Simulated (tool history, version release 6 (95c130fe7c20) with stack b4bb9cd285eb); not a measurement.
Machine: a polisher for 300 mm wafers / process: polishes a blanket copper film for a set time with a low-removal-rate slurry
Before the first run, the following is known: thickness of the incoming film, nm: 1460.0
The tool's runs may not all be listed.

run,day,flow of slurry (ml/min),pressure of the wafer on the pad (psi),speed of the pad under the wafer (cm/s),abrasive content of the slurry,polishing time (s),film removed (nm)
1,0.000,245,2.0,102,1.0,34,67.632
2,0.154,245,2.1,102,1.0,34,68.960
3,0.225,245,2.2,102,1.0,34,73.273
4,0.346,300,2.2,102,1.0,34,74.646
5,0.392,300,2.2,102,1.1,34,76.475
6,0.600,300,2.2,102,1.1,31,69.694
7,0.925,300,2.3,102,1.1,31,73.405

Run 8 comes next. What will it give?
8,1.238,300,2.4,102,1.1,31,?

film removed (nm): 75.779
